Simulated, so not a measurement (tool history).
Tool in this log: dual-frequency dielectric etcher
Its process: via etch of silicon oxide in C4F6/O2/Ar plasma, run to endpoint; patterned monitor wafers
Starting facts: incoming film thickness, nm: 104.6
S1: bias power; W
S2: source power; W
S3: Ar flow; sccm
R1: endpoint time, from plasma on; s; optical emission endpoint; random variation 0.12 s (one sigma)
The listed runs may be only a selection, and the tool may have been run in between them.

Run 1, hour 0.0: S1 592 W, S2 300 W, S3 255 sccm. Result: R1 23.977 s.
Run 2, hour 8.2: S1 592 W, S2 300 W, S3 225 sccm. Result: R1 23.391 s.
Run 3, hour 10.5: S1 592 W, S2 260 W, S3 225 sccm. Result: R1 25.064 s.
Run 4, hour 11.7: S1 614 W, S2 260 W, S3 224 sccm. Result: R1 24.888 s.
Run 5, hour 13.4: S1 632 W, S2 270 W, S3 223 sccm. Result: R1 23.739 s.
Run 6, hour 14.4: S1 647 W, S2 270 W, S3 223 sccm. Result: R1 23.849 s.
Run 7, hour 18.3: S1 663 W, S2 270 W, S3 223 sccm. Result: R1 23.464 s.
Run 8, hour 24.4: S1 678 W, S2 270 W, S3 223 sccm. Result: R1 23.389 s.
Run 9, hour 29.4: S1 691 W, S2 270 W, S3 223 sccm. Result: R1 23.033 s.

For run 10, what comes out?
Run 10, hour 33.1: S1 704 W, S2 270 W, S3 223 sccm. Result: R1 ?.

{"run 10": {"R1": 23.068}}
